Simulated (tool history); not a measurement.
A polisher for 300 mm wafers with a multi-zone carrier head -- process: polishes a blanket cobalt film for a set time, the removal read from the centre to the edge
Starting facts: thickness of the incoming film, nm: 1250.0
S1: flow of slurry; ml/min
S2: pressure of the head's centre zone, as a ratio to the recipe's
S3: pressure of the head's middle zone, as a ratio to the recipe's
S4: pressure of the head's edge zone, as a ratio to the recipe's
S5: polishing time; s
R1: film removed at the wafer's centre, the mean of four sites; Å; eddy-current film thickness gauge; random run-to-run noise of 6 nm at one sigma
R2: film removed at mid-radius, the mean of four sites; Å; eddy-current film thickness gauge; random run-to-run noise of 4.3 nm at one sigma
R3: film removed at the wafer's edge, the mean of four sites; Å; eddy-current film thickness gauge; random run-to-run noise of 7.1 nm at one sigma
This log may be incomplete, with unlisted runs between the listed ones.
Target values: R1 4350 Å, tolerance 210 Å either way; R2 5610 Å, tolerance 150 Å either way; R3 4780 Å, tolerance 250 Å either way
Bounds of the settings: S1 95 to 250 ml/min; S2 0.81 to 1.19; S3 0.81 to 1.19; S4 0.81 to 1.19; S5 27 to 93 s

run 1 hour=0 | S1=160 S2=1 S3=1 S4=1 S5=59 | R1=4289.2 R2=4108 R3=4441.4
run 2 hour=2.5 | S1=160 S2=0.96 S3=1 S4=1 S5=59 | R1=4015.6 R2=4095 R3=4342
run 3 hour=7.2 | S1=160 S2=0.96 S3=1 S4=1 S5=48 | R1=3274.9 R2=3316.9 R3=3512.6
run 4 hour=15.1 | S1=160 S2=0.96 S3=1 S4=0.92 S5=48 | R1=3236.6 R2=3358.3 R3=3412.2
run 5 hour=17.2 | S1=190 S2=0.96 S3=1 S4=0.92 S5=48 | R1=3348.1 R2=3354.2 R3=3443.7
run 6 hour=20.3 | S1=185 S2=0.95 S3=1.03 S4=0.91 S5=51 | R1=3628.8 R2=3616.7 R3=3560.3
run 7 hour=26.4 | S1=170 S2=0.93 S3=1.05 S4=0.92 S5=54 | R1=3613.1 R2=3948 R3=3709.2
-- hour=33.3 edge zone pressure recalibrated
run 8 hour=33.3 | S1=165 S2=0.92 S3=1.06 S4=0.94 S5=56 | R1=3668.3 R2=4098.1 R3=3880.4
run 9 hour=39.5 | S1=165 S2=0.92 S3=1.06 S4=0.94 S5=56 | R1=3708.9 R2=4078.6 R3=3839.6
run 10 hour=43 | S1=160 S2=0.91 S3=1.07 S4=0.95 S5=58 | R1=3783 R2=4200.9 R3=4056
run 11 hour=50.2 | S1=155 S2=0.9 S3=1.09 S4=0.94 S5=60 | R1=3849.2 R2=4457.5 R3=4081.3
run 12 hour=55.8 | S1=155 S2=0.89 S3=1.1 S4=0.95 S5=62 | R1=3797.8 R2=4622.4 R3=4216
run 13 hour=57.9 | S1=155 S2=0.89 S3=1.1 S4=0.95 S5=62 | R1=3921.2 R2=4611.8 R3=4178.3
run 14 hour=61.7 | S1=200 S2=0.87 S3=1.19 S4=1.03 S5=66 | R1=4206.7 R2=5400.7 R3=4795.4
run 15 hour=69.1 | S1=200 S2=0.87 S3=1.19 S4=1.02 S5=66 | R1=4208.7 R2=5430.5 R3=4799

Which single option among these 4 for the next run brings every result within its allowed miss of target? Just one does.
run A hour=76.5 | S1=220 S2=0.87 S3=1.18 S4=1.06 S5=63 | R1=? R2=? R3=?
run B hour=76.5 | S1=180 S2=0.86 S3=1.17 S4=1 S5=64 | R1=? R2=? R3=?
run C hour=76.5 | S1=180 S2=0.87 S3=1.19 S4=0.98 S5=69 | R1=? R2=? R3=?
run D hour=76.5 | S1=205 S2=0.86 S3=1.08 S4=0.98 S5=66 | R1=? R2=? R3=?

move=A R1=4024.8 R2=5271.9 R3=4599.2
move=B R1=3945.5 R2=5204.5 R3=4470.6
move=C R1=4304.2 R2=5693.9 R3=4772
move=D R1=4130.6 R2=5081.5 R3=4618.5
A: lands further from the targets than the last run did
B: lands further from the targets than the last run did
C: every result within its allowed miss
D: lands further from the targets than the last run did
C is the move that brings every result within its allowed miss.

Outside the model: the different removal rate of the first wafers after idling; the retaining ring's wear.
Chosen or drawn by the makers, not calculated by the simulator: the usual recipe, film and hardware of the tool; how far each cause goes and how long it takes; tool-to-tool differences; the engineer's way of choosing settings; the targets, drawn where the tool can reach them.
